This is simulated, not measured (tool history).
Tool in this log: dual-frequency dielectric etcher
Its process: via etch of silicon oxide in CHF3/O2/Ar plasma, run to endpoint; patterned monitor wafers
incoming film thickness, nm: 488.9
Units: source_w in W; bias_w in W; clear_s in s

Run 1, hour 0.0: source_w 770 W, bias_w 170 W. Result: clear_s 240.68 s.
Run 2, hour 7.5: source_w 830 W, bias_w 179 W. Result: clear_s 228.48 s.
Run 3, hour 15.6: source_w 880 W, bias_w 184 W. Result: clear_s 218.36 s.
Run 4, hour 21.7: source_w 880 W, bias_w 159 W. Result: clear_s 234.43 s.
Run 5, hour 23.8: source_w 780 W, bias_w 159 W. Result: clear_s 247.79 s.
Run 6, hour 27.9: source_w 780 W, bias_w 175 W. Result: clear_s 235.31 s.
Run 7, hour 35.7: source_w 830 W, bias_w 181 W. Result: clear_s 228.32 s.

Predict the results of run 8:
Run 8, hour 44.3: source_w 880 W, bias_w 186 W. Result: clear_s ?.

clear_s: 220.13 s
